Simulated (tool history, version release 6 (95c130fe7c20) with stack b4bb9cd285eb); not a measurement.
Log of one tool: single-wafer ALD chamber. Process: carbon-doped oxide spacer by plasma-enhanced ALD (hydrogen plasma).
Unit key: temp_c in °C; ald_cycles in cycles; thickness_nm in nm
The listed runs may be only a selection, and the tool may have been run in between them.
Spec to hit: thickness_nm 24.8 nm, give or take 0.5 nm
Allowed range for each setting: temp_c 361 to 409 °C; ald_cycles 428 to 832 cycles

Run 1, hour 0: temp_c 385 °C, ald_cycles 630 cycles. Result: thickness_nm 32.167 nm.
Run 2, hour 6.2: temp_c 385 °C, ald_cycles 598 cycles. Result: thickness_nm 30.645 nm.
Run 3, hour 11.4: temp_c 385 °C, ald_cycles 643 cycles. Result: thickness_nm 32.892 nm.
Run 4, hour 16.8: temp_c 385 °C, ald_cycles 608 cycles. Result: thickness_nm 31.127 nm.
Run 5, hour 24.3: temp_c 385 °C, ald_cycles 567 cycles. Result: thickness_nm 29.168 nm.
Run 6, hour 28.6: temp_c 385 °C, ald_cycles 547 cycles. Result: thickness_nm 28.095 nm.
Run 7, hour 31.7: temp_c 385 °C, ald_cycles 547 cycles. Result: thickness_nm 28.122 nm.
Run 8, hour 35.3: temp_c 385 °C, ald_cycles 532 cycles. Result: thickness_nm 27.351 nm.
Run 9, hour 43.2: temp_c 385 °C, ald_cycles 532 cycles. Result: thickness_nm 27.292 nm.
Run 10, hour 47.3: temp_c 385 °C, ald_cycles 521 cycles. Result: thickness_nm 26.667 nm.
Run 11, hour 51.7: temp_c 385 °C, ald_cycles 513 cycles. Result: thickness_nm 26.142 nm.

Below are 5 possible settings for the next run. Only one of them brings all results inside the allowed miss of their targets. Which is it?
Run A, hour 56.1: temp_c 386 °C, ald_cycles 537 cycles. Result: thickness_nm ?.
Run B, hour 56.1: temp_c 409 °C, ald_cycles 502 cycles. Result: thickness_nm ?.
Run C, hour 56.1: temp_c 385 °C, ald_cycles 552 cycles. Result: thickness_nm ?.
Run D, hour 56.1: temp_c 386 °C, ald_cycles 554 cycles. Result: thickness_nm ?.
Run E, hour 56.1: temp_c 396 °C, ald_cycles 547 cycles. Result: thickness_nm ?.

move  thickness_nm
   A        27.593
   B        24.838
   C        28.364
   D        28.466
   E        28.107
A: further off than the last run
B: meets every target
C: further off than the last run
D: further off than the last run
E: further off than the last run
So the answer is move B, the one that meets all the targets.
